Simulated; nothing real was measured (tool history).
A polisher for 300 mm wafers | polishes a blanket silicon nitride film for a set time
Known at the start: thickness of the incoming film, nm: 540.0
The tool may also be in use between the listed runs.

run,hour,flow of slurry (ml/min),pressure of the wafer on the pad (psi),speed of the pad under the wafer (cm/s),polishing time (s),film removed (nm)
1,0.0,210,4.0,96,28,46.561
2,4.2,265,4.0,96,28,48.174
3,8.6,265,4.0,96,28,48.055
4,10.1,270,4.6,96,28,52.981
5,11.0,270,4.6,112,28,60.437
6,18.1,245,4.6,112,28,58.541
7,19.6,255,5.0,112,28,64.411

Forecast run 8:
8,21.0,260,5.3,112,28,?

{"run 8": {"film removed (nm)": 67.087}}
